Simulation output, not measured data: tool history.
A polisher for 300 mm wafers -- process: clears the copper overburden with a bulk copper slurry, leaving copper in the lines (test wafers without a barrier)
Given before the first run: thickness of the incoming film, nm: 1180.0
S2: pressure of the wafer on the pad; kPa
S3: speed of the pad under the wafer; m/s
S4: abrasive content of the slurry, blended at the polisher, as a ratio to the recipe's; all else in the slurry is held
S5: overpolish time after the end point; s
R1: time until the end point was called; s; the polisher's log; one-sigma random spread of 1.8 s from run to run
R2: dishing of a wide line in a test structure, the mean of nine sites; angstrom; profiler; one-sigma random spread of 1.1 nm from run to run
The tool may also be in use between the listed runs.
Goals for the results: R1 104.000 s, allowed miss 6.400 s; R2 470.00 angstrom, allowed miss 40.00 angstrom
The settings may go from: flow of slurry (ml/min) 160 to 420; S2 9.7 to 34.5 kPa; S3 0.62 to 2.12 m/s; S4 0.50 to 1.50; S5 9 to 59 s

{"run": 1, "day": 0.0, "flow of slurry (ml/min)": 270, "S2": 22.1, "S3": 1.36, "S4": 1.0, "S5": 30, "R1": 83.603, "R2": 833.85}
{"run": 2, "day": 0.292, "flow of slurry (ml/min)": 270, "S2": 22.1, "S3": 1.36, "S4": 1.0, "S5": 22, "R1": 85.607, "R2": 758.22}
{"run": 3, "day": 0.517, "flow of slurry (ml/min)": 315, "S2": 22.1, "S3": 1.36, "S4": 1.0, "S5": 22, "R1": 86.527, "R2": 761.9}
{"run": 4, "day": 0.629, "flow of slurry (ml/min)": 315, "S2": 22.1, "S3": 1.58, "S4": 1.0, "S5": 22, "R1": 72.29, "R2": 797.17}
{"run": 5, "day": 0.842, "flow of slurry (ml/min)": 315, "S2": 22.1, "S3": 1.58, "S4": 0.8, "S5": 22, "R1": 74.48, "R2": 755.6}
{"run": 6, "day": 1.079, "flow of slurry (ml/min)": 315, "S2": 24.1, "S3": 1.58, "S4": 0.8, "S5": 22, "R1": 68.661, "R2": 824.46}
{"run": 7, "day": 1.442, "flow of slurry (ml/min)": 320, "S2": 20.0, "S3": 1.68, "S4": 0.7, "S5": 18, "R1": 78.468, "R2": 745.64}
{"run": 8, "day": 1.633, "flow of slurry (ml/min)": 350, "S2": 16.5, "S3": 1.76, "S4": 0.65, "S5": 15, "R1": 94.244, "R2": 649.4}
{"run": 9, "day": 1.742, "flow of slurry (ml/min)": 370, "S2": 14.5, "S3": 1.86, "S4": 0.7, "S5": 13, "R1": 97.303, "R2": 554.33}
{"run": 10, "day": 1.95, "flow of slurry (ml/min)": 380, "S2": 13.8, "S3": 1.88, "S4": 0.7, "S5": 12, "R1": 103.98, "R2": 545.85}
{"run": 11, "day": 2.175, "flow of slurry (ml/min)": 390, "S2": 13.1, "S3": 1.92, "S4": 0.75, "S5": 11, "R1": 102.23, "R2": 511.06}

Which of these 4 next moves meets every target?
{"run": "A", "day": 2.4, "flow of slurry (ml/min)": 395, "S2": 18.6, "S3": 1.52, "S4": 0.6, "S5": 16, "R1": "?", "R2": "?"}
{"run": "B", "day": 2.4, "flow of slurry (ml/min)": 420, "S2": 10.3, "S3": 2.12, "S4": 1.25, "S5": 11, "R1": "?", "R2": "?"}
{"run": "C", "day": 2.4, "flow of slurry (ml/min)": 350, "S2": 17.2, "S3": 1.5, "S4": 0.8, "S5": 15, "R1": "?", "R2": "?"}
{"run": "D", "day": 2.4, "flow of slurry (ml/min)": 420, "S2": 14.5, "S3": 1.9, "S4": 0.5, "S5": 18, "R1": "?", "R2": "?"}

move=A R1=96.549 R2=650.98
move=B R1=107.060 R2=481.15
move=C R1=101.420 R2=614.58
move=D R1=101.180 R2=643.50
A: the biggest miss grows against the last run
B: every result lands within tolerance
C: the biggest miss grows against the last run
D: the biggest miss grows against the last run
So the answer is move B, the one that meets all the targets.
